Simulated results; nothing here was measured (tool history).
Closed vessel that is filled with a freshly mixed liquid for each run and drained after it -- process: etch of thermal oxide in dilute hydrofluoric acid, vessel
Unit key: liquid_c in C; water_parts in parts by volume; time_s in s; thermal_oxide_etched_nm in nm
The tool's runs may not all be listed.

run,day,liquid_c,water_parts,time_s,thermal_oxide_etched_nm
1,0,21,100,175,6.8428
2,0.162,21,100,80,3.1209
3,0.512,21,75,80,4.2592
4,0.579,23,75,80,4.6472
5,0.733,23,75,175,10.165
6,0.817,22.5,75,175,9.9819

The next listed run, before its measurement:
7,0.892,22,75,175,?

{"run 7": {"thermal_oxide_etched_nm": 9.7381}}
